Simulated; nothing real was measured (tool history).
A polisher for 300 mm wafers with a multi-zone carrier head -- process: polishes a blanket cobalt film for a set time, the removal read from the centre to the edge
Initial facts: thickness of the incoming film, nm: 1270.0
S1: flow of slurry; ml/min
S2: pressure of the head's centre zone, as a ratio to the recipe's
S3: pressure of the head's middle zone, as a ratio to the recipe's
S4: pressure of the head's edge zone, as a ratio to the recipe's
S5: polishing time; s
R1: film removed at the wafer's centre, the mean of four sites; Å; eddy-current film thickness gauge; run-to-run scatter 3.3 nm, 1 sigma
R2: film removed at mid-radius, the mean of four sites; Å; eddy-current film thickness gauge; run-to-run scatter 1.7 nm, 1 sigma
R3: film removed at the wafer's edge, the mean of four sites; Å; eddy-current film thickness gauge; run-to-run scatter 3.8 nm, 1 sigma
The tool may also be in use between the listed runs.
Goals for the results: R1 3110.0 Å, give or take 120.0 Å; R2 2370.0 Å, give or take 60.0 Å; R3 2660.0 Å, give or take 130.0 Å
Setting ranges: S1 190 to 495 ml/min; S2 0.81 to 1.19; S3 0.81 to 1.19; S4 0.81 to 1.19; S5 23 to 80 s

Run 1, hour 0.0: S1 320 ml/min, S2 1.00, S3 1.00, S4 1.00, S5 51 s. Result: R1 3551.3 Å, R2 3537.8 Å, R3 3470.1 Å.
Run 2, hour 4.8: S1 320 ml/min, S2 1.01, S3 0.98, S4 0.99, S5 50 s. Result: R1 3492.4 Å, R2 3381.3 Å, R3 3362.6 Å.
Run 3, hour 10.5: S1 275 ml/min, S2 1.01, S3 0.98, S4 0.99, S5 50 s. Result: R1 3546.6 Å, R2 3323.8 Å, R3 3357.8 Å.
Run 4, hour 15.3: S1 270 ml/min, S2 1.01, S3 0.96, S4 0.98, S5 49 s. Result: R1 3394.2 Å, R2 3176.8 Å, R3 3267.6 Å.
Run 5, hour 20.3: S1 270 ml/min, S2 1.02, S3 0.94, S4 0.97, S5 48 s. Result: R1 3394.3 Å, R2 3119.7 Å, R3 3242.2 Å.
Run 6, hour 22.9: S1 270 ml/min, S2 1.02, S3 0.94, S4 1.02, S5 48 s. Result: R1 3352.9 Å, R2 3105.2 Å, R3 3220.1 Å.
Run 7, hour 24.4: S1 270 ml/min, S2 1.12, S3 0.84, S4 1.01, S5 36 s. Result: R1 2712.2 Å, R2 2113.0 Å, R3 2485.7 Å.
Run 8, hour 28.2: S1 270 ml/min, S2 1.13, S3 0.85, S4 1.01, S5 36 s. Result: R1 2799.1 Å, R2 2106.3 Å, R3 2503.8 Å.
Run 9, hour 32.1: S1 320 ml/min, S2 1.17, S3 0.95, S4 1.05, S5 37 s. Result: R1 2972.6 Å, R2 2411.9 Å, R3 2629.9 Å.
Run 10, hour 33.3: S1 320 ml/min, S2 1.17, S3 0.95, S4 1.05, S5 37 s. Result: R1 2925.3 Å, R2 2444.6 Å, R3 2589.5 Å.

Below are 4 possible settings for the next run. Only one of them brings all results inside the allowed miss of their targets. Which is it?
Run A, hour 34.5: S1 345 ml/min, S2 1.03, S3 0.88, S4 1.15, S5 37 s. Result: R1 ?, R2 ?, R3 ?.
Run B, hour 34.5: S1 350 ml/min, S2 1.03, S3 0.95, S4 1.18, S5 38 s. Result: R1 ?, R2 ?, R3 ?.
Run C, hour 34.5: S1 340 ml/min, S2 1.19, S3 0.90, S4 1.04, S5 38 s. Result: R1 ?, R2 ?, R3 ?.
Run D, hour 34.5: S1 300 ml/min, S2 1.19, S3 0.91, S4 0.96, S5 40 s. Result: R1 ?, R2 ?, R3 ?.

move      R1      R2      R3
   A  2661.8  2285.1  2742.8
   B  2737.5  2503.1  2852.9
   C  3107.5  2387.6  2679.4
   D  3245.4  2518.6  2701.5
A: its largest miss is bigger than the last run's
B: its largest miss is bigger than the last run's
C: all results in spec
D: carries the result that was furthest off beyond its target, to the other side
The move that meets every target is C.

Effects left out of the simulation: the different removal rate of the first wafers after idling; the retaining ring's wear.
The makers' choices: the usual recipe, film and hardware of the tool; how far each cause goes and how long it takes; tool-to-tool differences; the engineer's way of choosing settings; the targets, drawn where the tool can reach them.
